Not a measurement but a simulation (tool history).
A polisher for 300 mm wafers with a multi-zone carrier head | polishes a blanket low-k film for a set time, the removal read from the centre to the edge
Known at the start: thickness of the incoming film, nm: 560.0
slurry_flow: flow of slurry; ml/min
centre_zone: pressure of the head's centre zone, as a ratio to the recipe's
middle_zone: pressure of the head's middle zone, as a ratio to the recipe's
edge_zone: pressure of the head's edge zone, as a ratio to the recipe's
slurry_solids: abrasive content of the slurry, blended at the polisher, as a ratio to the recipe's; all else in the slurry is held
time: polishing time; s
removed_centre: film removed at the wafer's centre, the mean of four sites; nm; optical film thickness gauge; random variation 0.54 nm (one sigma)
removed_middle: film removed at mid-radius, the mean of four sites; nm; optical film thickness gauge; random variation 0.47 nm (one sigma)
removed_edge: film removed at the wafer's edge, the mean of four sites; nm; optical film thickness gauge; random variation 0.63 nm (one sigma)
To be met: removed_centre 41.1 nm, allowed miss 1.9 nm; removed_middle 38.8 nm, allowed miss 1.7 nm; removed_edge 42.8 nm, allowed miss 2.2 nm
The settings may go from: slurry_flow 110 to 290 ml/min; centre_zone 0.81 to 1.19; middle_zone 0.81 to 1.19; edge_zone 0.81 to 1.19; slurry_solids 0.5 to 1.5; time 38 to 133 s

| run | hour | slurry_flow | centre_zone | middle_zone | edge_zone | slurry_solids | time | removed_centre | removed_middle | removed_edge |
|---|---|---|---|---|---|---|---|---|---|---|
| 1 | 0 | 185 | 1 | 1 | 1 | 1 | 85 | 53.245 | 53.114 | 52.231 |
| 2 | 1.6 | 185 | 1 | 1 | 0.95 | 1 | 85 | 51.04 | 54.313 | 52.468 |
| 3 | 10.4 | 185 | 1 | 1 | 0.95 | 1 | 99 | 60.852 | 63.744 | 60.337 |
| 4 | 11.5 | 140 | 1 | 1 | 0.95 | 1 | 99 | 56.991 | 58.868 | 58.171 |
|  | 17.5 | worn pad replaced by a new one |
| 5 | 17.5 | 140 | 1 | 1 | 0.95 | 1.15 | 99 | 67.883 | 69.632 | 67.559 |
| 6 | 18.2 | 140 | 1 | 0.99 | 0.95 | 1.1 | 99 | 66.182 | 68.832 | 67.088 |
| 7 | 19.5 | 135 | 1 | 0.99 | 0.96 | 1.05 | 99 | 64.7 | 66.085 | 64.823 |
| 8 | 27.8 | 135 | 1 | 0.97 | 0.95 | 1 | 98 | 64.069 | 63.858 | 63.267 |
| 9 | 36.6 | 130 | 1 | 0.99 | 0.98 | 0.95 | 98 | 60.808 | 61.93 | 61.192 |
| 10 | 39.7 | 130 | 0.99 | 0.97 | 0.97 | 0.9 | 96 | 57.42 | 57.145 | 58.78 |
| 11 | 47.1 | 130 | 0.99 | 0.96 | 0.96 | 0.85 | 95 | 54.341 | 55.519 | 56.538 |
| 12 | 50.1 | 130 | 0.99 | 0.95 | 0.96 | 0.8 | 93 | 53.021 | 51.745 | 53.667 |
| 13 | 54.2 | 130 | 0.99 | 0.94 | 0.96 | 0.75 | 92 | 49.849 | 49.691 | 50.889 |
| 14 | 62.2 | 130 | 0.99 | 0.93 | 0.96 | 0.7 | 91 | 48.697 | 47.191 | 49.863 |
| 15 | 64 | 130 | 0.99 | 0.92 | 0.96 | 0.65 | 90 | 45.955 | 45.012 | 46.729 |
| 16 | 70.5 | 120 | 0.97 | 0.82 | 0.97 | 0.55 | 89 | 38.272 | 35.877 | 41.619 |
| 17 | 79 | 155 | 0.99 | 0.87 | 0.96 | 0.55 | 89 | 43.388 | 39.523 | 43.971 |

Which of these 4 next moves meets every target?
| A | 87.5 | 110 | 0.92 | 0.89 | 0.99 | 0.75 | 87 | ? | ? | ? |
| B | 87.5 | 200 | 1.11 | 0.86 | 1.02 | 0.5 | 87 | ? | ? | ? |
| C | 87.5 | 160 | 0.96 | 0.84 | 0.96 | 0.6 | 83 | ? | ? | ? |
| D | 87.5 | 185 | 1.06 | 0.82 | 1 | 0.55 | 89 | ? | ? | ? |

| move | removed_centre | removed_middle | removed_edge |
|---|---|---|---|
| A | 41.511 | 43.047 | 48.249 |
| B | 47.053 | 38.639 | 43.395 |
| C | 41.069 | 38.582 | 43.256 |
| D | 47.811 | 39.787 | 46 |
A: brings the result that was furthest off to its target, and leaves another outside
B: further off than the last run
C: meets every target
D: further off than the last run
The right move is C.

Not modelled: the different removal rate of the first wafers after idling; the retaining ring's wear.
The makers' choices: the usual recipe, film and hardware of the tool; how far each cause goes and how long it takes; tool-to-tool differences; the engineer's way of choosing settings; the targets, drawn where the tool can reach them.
